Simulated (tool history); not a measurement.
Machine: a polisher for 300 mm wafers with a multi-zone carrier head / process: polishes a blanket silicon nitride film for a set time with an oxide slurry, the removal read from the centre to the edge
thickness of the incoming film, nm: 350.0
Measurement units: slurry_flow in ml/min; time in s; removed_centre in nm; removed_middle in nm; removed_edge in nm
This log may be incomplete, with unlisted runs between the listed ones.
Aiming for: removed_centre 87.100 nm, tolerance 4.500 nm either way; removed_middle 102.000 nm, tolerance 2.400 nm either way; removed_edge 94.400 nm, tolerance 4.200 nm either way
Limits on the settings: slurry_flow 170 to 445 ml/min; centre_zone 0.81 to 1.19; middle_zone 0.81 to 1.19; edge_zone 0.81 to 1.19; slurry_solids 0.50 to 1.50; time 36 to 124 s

run,hour,slurry_flow,centre_zone,middle_zone,edge_zone,slurry_solids,time,removed_centre,removed_middle,removed_edge
1,0.0,285,1.00,1.00,1.00,1.00,79,72.022,71.936,69.820
2,3.5,285,0.95,1.00,1.00,1.00,79,66.489,71.281,69.838
3,6.5,285,0.95,1.02,1.02,1.05,79,68.136,73.106,70.740
4,15.3,285,0.95,1.02,1.02,1.20,79,71.820,76.144,73.353
5,18.2,285,0.95,1.02,1.10,1.20,79,71.322,77.044,76.199
6,22.7,285,0.87,1.02,1.10,1.20,79,64.440,75.719,75.344
7,29.0,305,0.97,1.12,1.18,1.45,83,80.105,91.337,88.313
8,37.1,305,0.97,1.13,1.18,1.45,84,82.234,93.354,87.935
9,39.4,305,0.97,1.13,1.18,1.45,85,84.885,93.971,88.179
10,45.6,305,0.96,1.13,1.18,1.45,86,84.440,95.814,92.306

Consider the 5 candidate settings below. Which is the only one whose results all fall within their allowed miss of target?
A,51.8,295,0.97,1.12,1.16,1.45,98,?,?,?
B,51.8,220,0.92,1.19,1.10,1.45,87,?,?,?
C,51.8,300,1.03,1.18,1.10,1.50,82,?,?,?
D,51.8,215,0.84,1.17,1.17,1.35,94,?,?,?
E,51.8,305,0.95,1.15,1.16,1.40,92,?,?,?

move,removed_centre,removed_middle,removed_edge
A,98.355,107.800,99.470
B,80.600,98.438,84.307
C,88.398,95.321,81.783
D,77.728,102.610,92.060
E,89.828,102.820,92.636
A: takes the biggest miss from the last run beyond its target
B: closes in on the targets versus the last run, not all within tolerance yet
C: the biggest miss grows against the last run
D: gets the furthest-off result to its target, but another result is out of tolerance
E: every result within its allowed miss
Move E is the one to make.

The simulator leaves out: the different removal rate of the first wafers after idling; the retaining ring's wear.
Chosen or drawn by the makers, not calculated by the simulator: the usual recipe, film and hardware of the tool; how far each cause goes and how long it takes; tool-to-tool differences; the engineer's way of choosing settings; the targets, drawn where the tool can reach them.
